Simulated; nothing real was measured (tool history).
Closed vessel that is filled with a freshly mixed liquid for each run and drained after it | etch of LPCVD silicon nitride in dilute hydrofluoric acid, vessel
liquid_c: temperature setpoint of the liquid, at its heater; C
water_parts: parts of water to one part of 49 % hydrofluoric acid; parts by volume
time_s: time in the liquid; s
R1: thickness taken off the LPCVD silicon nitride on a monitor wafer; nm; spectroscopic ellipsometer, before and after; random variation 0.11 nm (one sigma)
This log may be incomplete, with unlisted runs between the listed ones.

run 1 hour=0.0 | liquid_c=24.0 water_parts=60 time_s=920 | R1=8.0857
run 2 hour=6.0 | liquid_c=24.0 water_parts=70 time_s=920 | R1=7.0313
run 3 hour=11.2 | liquid_c=26.0 water_parts=70 time_s=920 | R1=8.0365
run 4 hour=13.8 | liquid_c=27.5 water_parts=70 time_s=920 | R1=8.7224
run 5 hour=15.8 | liquid_c=27.5 water_parts=70 time_s=710 | R1=6.6230
run 6 hour=16.4 | liquid_c=27.5 water_parts=80 time_s=710 | R1=5.9282
run 7 hour=22.6 | liquid_c=28.5 water_parts=75 time_s=715 | R1=6.7576
run 8 hour=23.9 | liquid_c=29.0 water_parts=70 time_s=715 | R1=7.5499
run 9 hour=27.6 | liquid_c=29.5 water_parts=65 time_s=715 | R1=8.2147

Run 10 has not been measured yet. What should we expect?
run 10 hour=29.6 | liquid_c=30.0 water_parts=60 time_s=715 | R1=?

R1: 9.1799 nm
